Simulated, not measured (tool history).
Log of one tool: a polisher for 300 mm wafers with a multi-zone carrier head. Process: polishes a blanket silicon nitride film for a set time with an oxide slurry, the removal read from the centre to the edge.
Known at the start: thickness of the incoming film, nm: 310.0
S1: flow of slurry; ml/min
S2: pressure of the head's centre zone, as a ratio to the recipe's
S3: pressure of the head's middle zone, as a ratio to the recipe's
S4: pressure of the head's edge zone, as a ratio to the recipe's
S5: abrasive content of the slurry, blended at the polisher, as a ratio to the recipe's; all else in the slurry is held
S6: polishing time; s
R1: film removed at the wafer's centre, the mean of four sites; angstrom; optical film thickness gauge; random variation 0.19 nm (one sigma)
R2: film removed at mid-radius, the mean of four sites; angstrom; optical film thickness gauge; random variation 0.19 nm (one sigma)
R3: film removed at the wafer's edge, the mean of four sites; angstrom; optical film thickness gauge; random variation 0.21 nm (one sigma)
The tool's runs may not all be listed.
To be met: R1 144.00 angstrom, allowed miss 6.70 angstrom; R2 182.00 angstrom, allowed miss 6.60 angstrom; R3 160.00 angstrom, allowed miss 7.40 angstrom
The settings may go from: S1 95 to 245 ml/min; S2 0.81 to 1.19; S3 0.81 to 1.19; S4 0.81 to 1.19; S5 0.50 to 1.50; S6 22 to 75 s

{"run": 1, "hour": 0.0, "S1": 155, "S2": 1.0, "S3": 1.0, "S4": 1.0, "S5": 1.0, "S6": 48, "R1": 184.7, "R2": 182.75, "R3": 181.58}
{"run": 2, "hour": 5.2, "S1": 150, "S2": 0.98, "S3": 1.01, "S4": 0.99, "S5": 1.0, "S6": 48, "R1": 184.35, "R2": 186.44, "R3": 183.01}
{"run": 3, "hour": 10.2, "S1": 165, "S2": 0.98, "S3": 1.01, "S4": 0.99, "S5": 1.0, "S6": 48, "R1": 185.55, "R2": 189.28, "R3": 180.18}
{"run": 4, "hour": 15.6, "S1": 165, "S2": 0.98, "S3": 1.01, "S4": 0.91, "S5": 1.0, "S6": 48, "R1": 186.48, "R2": 190.9, "R3": 177.1}
{"run": 5, "hour": 17.5, "S1": 165, "S2": 1.02, "S3": 1.01, "S4": 0.91, "S5": 1.0, "S6": 48, "R1": 191.06, "R2": 185.17, "R3": 176.85}
{"run": 6, "hour": 22.4, "S1": 160, "S2": 0.99, "S3": 1.01, "S4": 0.91, "S5": 0.95, "S6": 48, "R1": 180.96, "R2": 183.6, "R3": 172.41}
{"run": 7, "hour": 23.3, "S1": 155, "S2": 0.97, "S3": 1.01, "S4": 0.91, "S5": 0.95, "S6": 48, "R1": 175.92, "R2": 179.25, "R3": 172.8}
{"run": 8, "hour": 28.2, "S1": 155, "S2": 0.95, "S3": 1.02, "S4": 0.91, "S5": 0.95, "S6": 48, "R1": 172.86, "R2": 181.96, "R3": 173.64}
{"run": 9, "hour": 37.1, "S1": 155, "S2": 0.94, "S3": 1.03, "S4": 0.91, "S5": 0.95, "S6": 48, "R1": 165.57, "R2": 185.98, "R3": 170.69}
{"run": 10, "hour": 39.9, "S1": 155, "S2": 0.93, "S3": 1.03, "S4": 0.91, "S5": 0.95, "S6": 48, "R1": 168.34, "R2": 185.82, "R3": 170.15}
{"run": 11, "hour": 46.6, "S1": 155, "S2": 0.92, "S3": 1.03, "S4": 0.91, "S5": 0.95, "S6": 48, "R1": 163.1, "R2": 181.19, "R3": 172.87}
{"run": 12, "hour": 55.3, "S1": 155, "S2": 0.92, "S3": 1.04, "S4": 0.9, "S5": 0.95, "S6": 48, "R1": 168.14, "R2": 186.63, "R3": 172.52}
{"run": 13, "hour": 56.5, "S1": 155, "S2": 0.91, "S3": 1.05, "S4": 0.89, "S5": 0.95, "S6": 48, "R1": 162.19, "R2": 184.97, "R3": 168.6}
{"run": 14, "hour": 59.6, "S1": 155, "S2": 0.9, "S3": 1.06, "S4": 0.89, "S5": 0.95, "S6": 48, "R1": 162.05, "R2": 187.35, "R3": 171.82}
{"run": 15, "hour": 65.8, "S1": 155, "S2": 0.89, "S3": 1.07, "S4": 0.88, "S5": 0.95, "S6": 48, "R1": 160.52, "R2": 192.35, "R3": 169.94}
{"run": 16, "hour": 71.8, "S1": 150, "S2": 0.89, "S3": 1.07, "S4": 0.87, "S5": 0.95, "S6": 48, "R1": 159.38, "R2": 188.05, "R3": 167.95}
{"run": 17, "hour": 75.8, "S1": 150, "S2": 0.88, "S3": 1.07, "S4": 0.87, "S5": 0.95, "S6": 48, "R1": 159.53, "R2": 188.91, "R3": 169.63}
{"run": 18, "hour": 82.7, "S1": 150, "S2": 0.87, "S3": 1.07, "S4": 0.87, "S5": 0.95, "S6": 48, "R1": 155.95, "R2": 188.69, "R3": 164.34}

Which of these 4 next moves meets every target?
{"run": "A", "hour": 89.6, "S1": 105, "S2": 0.98, "S3": 1.01, "S4": 0.92, "S5": 1.0, "S6": 47, "R1": "?", "R2": "?", "R3": "?"}
{"run": "B", "hour": 89.6, "S1": 150, "S2": 0.94, "S3": 1.06, "S4": 0.91, "S5": 0.7, "S6": 58, "R1": "?", "R2": "?", "R3": "?"}
{"run": "C", "hour": 89.6, "S1": 115, "S2": 0.87, "S3": 1.11, "S4": 0.9, "S5": 0.95, "S6": 46, "R1": "?", "R2": "?", "R3": "?"}
{"run": "D", "hour": 89.6, "S1": 150, "S2": 0.95, "S3": 1.07, "S4": 0.81, "S5": 0.95, "S6": 47, "R1": "?", "R2": "?", "R3": "?"}

move=A R1=164.85 R2=169.80 R3=164.52
move=B R1=169.58 R2=188.33 R3=171.56
move=C R1=141.83 R2=178.12 R3=157.01
move=D R1=165.59 R2=183.41 R3=159.18
A: further off than the last run
B: further off than the last run
C: meets every target
D: further off than the last run
Answer: C

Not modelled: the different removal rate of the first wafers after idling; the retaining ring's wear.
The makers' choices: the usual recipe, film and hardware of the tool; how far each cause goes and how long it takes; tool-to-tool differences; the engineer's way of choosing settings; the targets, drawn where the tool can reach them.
